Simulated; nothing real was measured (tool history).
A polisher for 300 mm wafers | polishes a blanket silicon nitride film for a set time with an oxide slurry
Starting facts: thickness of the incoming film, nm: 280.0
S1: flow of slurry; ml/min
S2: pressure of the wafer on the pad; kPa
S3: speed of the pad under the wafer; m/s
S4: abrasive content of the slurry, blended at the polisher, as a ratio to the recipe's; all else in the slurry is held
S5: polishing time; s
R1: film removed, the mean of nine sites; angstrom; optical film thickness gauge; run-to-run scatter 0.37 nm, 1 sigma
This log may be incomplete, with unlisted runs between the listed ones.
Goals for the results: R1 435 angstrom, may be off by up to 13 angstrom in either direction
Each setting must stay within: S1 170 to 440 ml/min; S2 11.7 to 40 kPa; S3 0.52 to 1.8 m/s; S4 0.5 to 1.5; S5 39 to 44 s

run 1 day=0 | S1=280 S2=25.5 S3=1.16 S4=1 S5=44 | R1=383.34
run 2 day=0.108 | S1=280 S2=26.2 S3=1.16 S4=1 S5=44 | R1=390.14
run 3 day=0.217 | S1=280 S2=22.1 S3=1.16 S4=1 S5=44 | R1=336.43
run 4 day=0.408 | S1=330 S2=22.1 S3=1.16 S4=1 S5=44 | R1=337.84
run 5 day=0.575 | S1=295 S2=22.1 S3=1.16 S4=1 S5=44 | R1=337.93
run 6 day=0.9 | S1=295 S2=22.1 S3=1.16 S4=1.15 S5=44 | R1=374.6
run 7 day=1.079 | S1=295 S2=22.8 S3=1.16 S4=1.15 S5=44 | R1=381.73
run 8 day=1.45 | S1=295 S2=23.4 S3=1.16 S4=1.15 S5=44 | R1=392.47
run 9 day=1.767 | S1=295 S2=23.4 S3=1.16 S4=1.15 S5=44 | R1=387.88
run 10 day=1.946 | S1=295 S2=24.1 S3=1.16 S4=1.15 S5=44 | R1=397.8

Of the 5 settings listed for the next run, only one would bring every result within its allowed miss of target. Which one?
run A day=2.125 | S1=230 S2=20.7 S3=1.62 S4=1.1 S5=42 | R1=?
run B day=2.125 | S1=245 S2=21.4 S3=1.28 S4=1.2 S5=40 | R1=?
run C day=2.125 | S1=325 S2=24.1 S3=1.28 S4=1.3 S5=42 | R1=?
run D day=2.125 | S1=315 S2=24.8 S3=1.16 S4=1.25 S5=41 | R1=?
run E day=2.125 | S1=330 S2=26.9 S3=1.24 S4=1 S5=39 | R1=?

move=A R1=403.31
move=B R1=354.03
move=C R1=437.13
move=D R1=399.88
move=E R1=373.95
A: nearer the targets than the last run, but a result is still out of spec
B: further off than the last run
C: in spec on every target
D: nearer the targets than the last run, but a result is still out of spec
E: further off than the last run
The move that meets every target is C.
